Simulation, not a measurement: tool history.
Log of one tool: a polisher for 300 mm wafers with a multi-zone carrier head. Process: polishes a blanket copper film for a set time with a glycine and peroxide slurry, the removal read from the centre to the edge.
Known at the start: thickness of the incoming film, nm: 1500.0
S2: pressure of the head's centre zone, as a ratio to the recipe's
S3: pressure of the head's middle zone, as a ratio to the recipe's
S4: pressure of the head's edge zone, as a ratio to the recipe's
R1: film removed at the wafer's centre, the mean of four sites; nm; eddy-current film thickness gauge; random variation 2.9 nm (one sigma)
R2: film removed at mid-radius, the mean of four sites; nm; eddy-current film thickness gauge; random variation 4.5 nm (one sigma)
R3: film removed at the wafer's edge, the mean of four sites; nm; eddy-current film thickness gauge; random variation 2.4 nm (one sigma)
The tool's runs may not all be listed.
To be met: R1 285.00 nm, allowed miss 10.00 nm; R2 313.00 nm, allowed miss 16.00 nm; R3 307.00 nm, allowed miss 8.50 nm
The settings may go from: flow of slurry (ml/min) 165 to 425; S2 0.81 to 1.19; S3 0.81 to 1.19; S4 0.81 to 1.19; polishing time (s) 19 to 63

{"run": 1, "hour": 0.0, "flow of slurry (ml/min)": 275, "S2": 1.0, "S3": 1.0, "S4": 1.0, "polishing time (s)": 41, "R1": 210.55, "R2": 217.19, "R3": 209.12}
{"run": 2, "hour": 5.9, "flow of slurry (ml/min)": 275, "S2": 0.95, "S3": 1.0, "S4": 1.0, "polishing time (s)": 41, "R1": 201.46, "R2": 213.01, "R3": 207.91}
{"run": 3, "hour": 7.9, "flow of slurry (ml/min)": 275, "S2": 0.95, "S3": 1.01, "S4": 1.02, "polishing time (s)": 43, "R1": 215.66, "R2": 230.53, "R3": 225.08}
{"run": 4, "hour": 10.0, "flow of slurry (ml/min)": 275, "S2": 0.95, "S3": 1.02, "S4": 1.04, "polishing time (s)": 44, "R1": 214.55, "R2": 230.02, "R3": 230.4}
{"run": 5, "hour": 12.3, "flow of slurry (ml/min)": 280, "S2": 0.96, "S3": 1.03, "S4": 1.05, "polishing time (s)": 45, "R1": 226.18, "R2": 241.98, "R3": 237.87}
{"run": 6, "hour": 16.2, "flow of slurry (ml/min)": 280, "S2": 0.96, "S3": 1.09, "S4": 1.05, "polishing time (s)": 45, "R1": 225.9, "R2": 241.35, "R3": 235.76}
{"run": 7, "hour": 21.0, "flow of slurry (ml/min)": 285, "S2": 0.96, "S3": 1.09, "S4": 1.05, "polishing time (s)": 46, "R1": 229.32, "R2": 248.48, "R3": 245.37}
{"run": 8, "hour": 23.8, "flow of slurry (ml/min)": 290, "S2": 0.96, "S3": 1.1, "S4": 1.05, "polishing time (s)": 47, "R1": 235.61, "R2": 262.13, "R3": 253.51}
{"run": 9, "hour": 29.8, "flow of slurry (ml/min)": 300, "S2": 0.97, "S3": 1.1, "S4": 1.06, "polishing time (s)": 48, "R1": 244.43, "R2": 266.03, "R3": 257.85}

4 next moves are on the table. One of them brings every result within its allowed miss. Which?
{"run": "A", "hour": 35.8, "flow of slurry (ml/min)": 360, "S2": 0.9, "S3": 1.19, "S4": 0.82, "polishing time (s)": 58, "R1": "?", "R2": "?", "R3": "?"}
{"run": "B", "hour": 35.8, "flow of slurry (ml/min)": 425, "S2": 0.88, "S3": 1.19, "S4": 0.85, "polishing time (s)": 58, "R1": "?", "R2": "?", "R3": "?"}
{"run": "C", "hour": 35.8, "flow of slurry (ml/min)": 280, "S2": 0.93, "S3": 1.05, "S4": 1.02, "polishing time (s)": 58, "R1": "?", "R2": "?", "R3": "?"}
{"run": "D", "hour": 35.8, "flow of slurry (ml/min)": 335, "S2": 0.82, "S3": 1.18, "S4": 0.82, "polishing time (s)": 61, "R1": "?", "R2": "?", "R3": "?"}

move=A R1=286.50 R2=341.27 R3=280.93
move=B R1=286.97 R2=345.70 R3=288.13
move=C R1=283.79 R2=309.69 R3=304.34
move=D R1=284.34 R2=354.96 R3=294.04
A: nearer than the last run, and not there yet
B: nearer than the last run, and not there yet
C: meets every target
D: nearer than the last run, and not there yet
Answer: C

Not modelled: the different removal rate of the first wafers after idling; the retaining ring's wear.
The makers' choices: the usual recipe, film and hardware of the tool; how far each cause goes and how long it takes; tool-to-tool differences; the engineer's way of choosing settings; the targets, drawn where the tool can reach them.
